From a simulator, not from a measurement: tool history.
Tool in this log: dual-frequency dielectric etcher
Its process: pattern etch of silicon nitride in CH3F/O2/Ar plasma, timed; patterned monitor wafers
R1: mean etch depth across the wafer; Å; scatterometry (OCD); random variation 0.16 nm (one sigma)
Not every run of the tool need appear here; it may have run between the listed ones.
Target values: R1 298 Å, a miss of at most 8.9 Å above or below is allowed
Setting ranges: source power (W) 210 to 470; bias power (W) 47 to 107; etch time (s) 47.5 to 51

run 1 hour=0 | source_power_(W)=340 bias_power_(W)=77 etch_time_(s)=51 | R1=375.02
run 2 hour=7.6 | source_power_(W)=310 bias_power_(W)=71 etch_time_(s)=50 | R1=344.58
run 3 hour=10.3 | source_power_(W)=280 bias_power_(W)=71 etch_time_(s)=50 | R1=330.97
run 4 hour=14.1 | source_power_(W)=280 bias_power_(W)=66 etch_time_(s)=50 | R1=321.95
run 5 hour=16.1 | source_power_(W)=300 bias_power_(W)=66 etch_time_(s)=50 | R1=332.63
run 6 hour=21.2 | source_power_(W)=330 bias_power_(W)=66 etch_time_(s)=50 | R1=341.1
run 7 hour=26 | source_power_(W)=310 bias_power_(W)=63 etch_time_(s)=50 | R1=328.87
run 8 hour=27.2 | source_power_(W)=250 bias_power_(W)=55 etch_time_(s)=49 | R1=279.12
run 9 hour=31.3 | source_power_(W)=260 bias_power_(W)=56 etch_time_(s)=49 | R1=286.29

Below are 5 possible settings for the next run. Only one of them brings all results inside the allowed miss of their targets. Which is it?
run A hour=35.4 | source_power_(W)=270 bias_power_(W)=54 etch_time_(s)=47.5 | R1=?
run B hour=35.4 | source_power_(W)=270 bias_power_(W)=56 etch_time_(s)=50.5 | R1=?
run C hour=35.4 | source_power_(W)=280 bias_power_(W)=63 etch_time_(s)=51 | R1=?
run D hour=35.4 | source_power_(W)=240 bias_power_(W)=59 etch_time_(s)=47.5 | R1=?
run E hour=35.4 | source_power_(W)=230 bias_power_(W)=59 etch_time_(s)=48 | R1=?

move=A R1=278.86
move=B R1=300.85
move=C R1=323.13
move=D R1=276.38
move=E R1=274.82
A: lands further from the targets than the last run did
B: in spec on every target
C: takes the result that was furthest off past its target
D: lands further from the targets than the last run did
E: lands further from the targets than the last run did
Answer: B
